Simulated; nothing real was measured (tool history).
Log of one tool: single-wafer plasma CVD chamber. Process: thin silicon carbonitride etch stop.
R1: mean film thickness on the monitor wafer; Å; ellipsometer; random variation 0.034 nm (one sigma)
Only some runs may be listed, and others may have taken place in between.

Run 1, hour 0.0: RF power (kW) 0.180, deposition time (s) 14.1. Result: R1 67.470 Å.
Run 2, hour 7.9: RF power (kW) 0.180, deposition time (s) 16.1. Result: R1 76.759 Å.
Run 3, hour 11.2: RF power (kW) 0.190, deposition time (s) 16.4. Result: R1 80.538 Å.
Run 4, hour 18.1: RF power (kW) 0.210, deposition time (s) 16.4. Result: R1 83.884 Å.
Run 5, hour 20.8: RF power (kW) 0.215, deposition time (s) 16.4. Result: R1 84.420 Å.
Run 6, hour 24.7: RF power (kW) 0.215, deposition time (s) 15.2. Result: R1 78.325 Å.
Run 7, hour 28.4: RF power (kW) 0.220, deposition time (s) 15.5. Result: R1 80.471 Å.
Run 8, hour 37.2: RF power (kW) 0.225, deposition time (s) 15.8. Result: R1 82.902 Å.
Run 9, hour 39.6: RF power (kW) 0.225, deposition time (s) 16.0. Result: R1 83.470 Å.
Run 10, hour 41.1: RF power (kW) 0.225, deposition time (s) 16.2. Result: R1 84.899 Å.

Forecast run 11:
Run 11, hour 42.4: RF power (kW) 0.225, deposition time (s) 16.3. Result: R1 ?.

{"run 11": {"R1": 85.203}}
